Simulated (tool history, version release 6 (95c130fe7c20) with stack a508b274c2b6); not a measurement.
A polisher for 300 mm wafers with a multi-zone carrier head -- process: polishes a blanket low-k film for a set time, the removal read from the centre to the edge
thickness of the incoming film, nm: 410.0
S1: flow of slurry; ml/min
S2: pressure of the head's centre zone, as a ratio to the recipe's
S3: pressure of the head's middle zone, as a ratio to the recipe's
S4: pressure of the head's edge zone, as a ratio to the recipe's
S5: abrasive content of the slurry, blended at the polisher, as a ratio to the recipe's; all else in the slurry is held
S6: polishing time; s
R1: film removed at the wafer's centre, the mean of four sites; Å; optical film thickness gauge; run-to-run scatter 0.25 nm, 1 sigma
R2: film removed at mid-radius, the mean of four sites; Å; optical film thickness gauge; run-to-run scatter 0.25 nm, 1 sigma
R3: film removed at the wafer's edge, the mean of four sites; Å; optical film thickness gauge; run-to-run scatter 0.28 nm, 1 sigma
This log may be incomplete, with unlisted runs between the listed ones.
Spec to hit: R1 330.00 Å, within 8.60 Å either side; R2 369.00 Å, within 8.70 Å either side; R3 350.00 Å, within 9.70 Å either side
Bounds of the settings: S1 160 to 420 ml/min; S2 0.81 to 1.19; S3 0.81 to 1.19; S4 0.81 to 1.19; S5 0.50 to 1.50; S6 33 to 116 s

run 1 hour=0.0 | S1=270 S2=1.00 S3=1.00 S4=1.00 S5=1.00 S6=74 | R1=261.94 R2=261.85 R3=265.59
run 2 hour=0.9 | S1=270 S2=1.00 S3=1.00 S4=1.07 S5=1.00 S6=74 | R1=258.43 R2=260.66 R3=271.05
run 3 hour=6.6 | S1=280 S2=1.01 S3=1.04 S4=1.09 S5=1.10 S6=74 | R1=272.23 R2=285.01 R3=284.05
run 4 hour=12.0 | S1=285 S2=1.01 S3=1.05 S4=1.11 S5=1.20 S6=74 | R1=288.67 R2=293.43 R3=294.54
run 5 hour=14.4 | S1=285 S2=0.98 S3=1.05 S4=1.11 S5=1.20 S6=74 | R1=279.80 R2=296.08 R3=302.11
run 6 hour=21.4 | S1=300 S2=0.98 S3=1.08 S4=1.12 S5=1.25 S6=74 | R1=284.47 R2=308.92 R3=305.18
run 7 hour=26.1 | S1=300 S2=0.98 S3=1.10 S4=1.13 S5=1.30 S6=75 | R1=293.67 R2=322.72 R3=320.67
run 8 hour=32.0 | S1=305 S2=0.99 S3=1.12 S4=1.14 S5=1.35 S6=75 | R1=303.15 R2=335.96 R3=322.72
run 9 hour=39.4 | S1=310 S2=0.99 S3=1.13 S4=1.15 S5=1.40 S6=75 | R1=305.23 R2=339.95 R3=325.22

Consider the 4 candidate settings below. Which is the only one whose results all fall within their allowed miss of target?
run A hour=46.8 | S1=390 S2=1.01 S3=1.15 S4=1.18 S5=1.50 S6=76 | R1=? R2=? R3=?
run B hour=46.8 | S1=285 S2=1.09 S3=1.15 S4=1.12 S5=1.45 S6=72 | R1=? R2=? R3=?
run C hour=46.8 | S1=315 S2=1.03 S3=1.19 S4=1.10 S5=1.30 S6=77 | R1=? R2=? R3=?
run D hour=46.8 | S1=300 S2=0.86 S3=1.09 S4=1.19 S5=1.30 S6=85 | R1=? R2=? R3=?

move=A R1=329.01 R2=361.02 R3=355.95
move=B R1=323.05 R2=329.05 R3=317.87
move=C R1=316.60 R2=351.33 R3=325.51
move=D R1=289.78 R2=358.32 R3=373.45
A: all results land within tolerance of their targets
B: moves away from the targets compared with the last run
C: an improvement on the last run, though not all results are within tolerance
D: moves away from the targets compared with the last run
Go with A: it meets all targets.
